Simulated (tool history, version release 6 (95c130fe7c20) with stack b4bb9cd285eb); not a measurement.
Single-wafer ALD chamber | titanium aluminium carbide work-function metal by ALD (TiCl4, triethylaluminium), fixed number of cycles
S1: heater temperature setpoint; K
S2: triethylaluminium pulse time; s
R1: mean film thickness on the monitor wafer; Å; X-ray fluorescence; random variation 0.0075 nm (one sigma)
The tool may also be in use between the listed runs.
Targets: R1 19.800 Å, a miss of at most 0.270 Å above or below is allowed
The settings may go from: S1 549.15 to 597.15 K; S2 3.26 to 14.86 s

Run 1, hour 0.0: S1 573.15 K, S2 9.06 s. Result: R1 18.170 Å.
Run 2, hour 8.8: S1 576.15 K, S2 9.24 s. Result: R1 18.469 Å.
Run 3, hour 12.0: S1 576.15 K, S2 7.29 s. Result: R1 17.553 Å.
Run 4, hour 16.2: S1 576.15 K, S2 6.31 s. Result: R1 16.739 Å.
Run 5, hour 20.1: S1 583.15 K, S2 6.31 s. Result: R1 17.358 Å.
Run 6, hour 27.8: S1 583.15 K, S2 8.01 s. Result: R1 18.477 Å.
Run 7, hour 35.0: S1 585.15 K, S2 8.07 s. Result: R1 18.737 Å.
Run 8, hour 40.7: S1 587.15 K, S2 8.11 s. Result: R1 18.959 Å.
Run 9, hour 41.3: S1 588.15 K, S2 8.14 s. Result: R1 19.047 Å.
Run 10, hour 45.4: S1 589.15 K, S2 8.17 s. Result: R1 19.196 Å.
Run 11, hour 53.2: S1 590.15 K, S2 8.19 s. Result: R1 19.304 Å.
Run 12, hour 55.9: S1 591.15 K, S2 8.21 s. Result: R1 19.487 Å.
Run 13, hour 62.6: S1 592.15 K, S2 8.22 s. Result: R1 19.446 Å.

Of the 4 settings listed for the next run, only one would bring every result within its allowed miss of target. Which one?
Run A, hour 69.3: S1 596.15 K, S2 10.73 s. Result: R1 ?.
Run B, hour 69.3: S1 594.15 K, S2 10.53 s. Result: R1 ?.
Run C, hour 69.3: S1 596.15 K, S2 8.27 s. Result: R1 ?.
Run D, hour 69.3: S1 596.15 K, S2 9.37 s. Result: R1 ?.

move      R1
   A  20.566
   B  20.341
   C  19.790
   D  20.229
A: moves the result that the last run missed by most past its target, out the other side
B: moves the result that the last run missed by most past its target, out the other side
C: hits every target within its allowed miss
D: moves the result that the last run missed by most past its target, out the other side
The move that meets every target is C.

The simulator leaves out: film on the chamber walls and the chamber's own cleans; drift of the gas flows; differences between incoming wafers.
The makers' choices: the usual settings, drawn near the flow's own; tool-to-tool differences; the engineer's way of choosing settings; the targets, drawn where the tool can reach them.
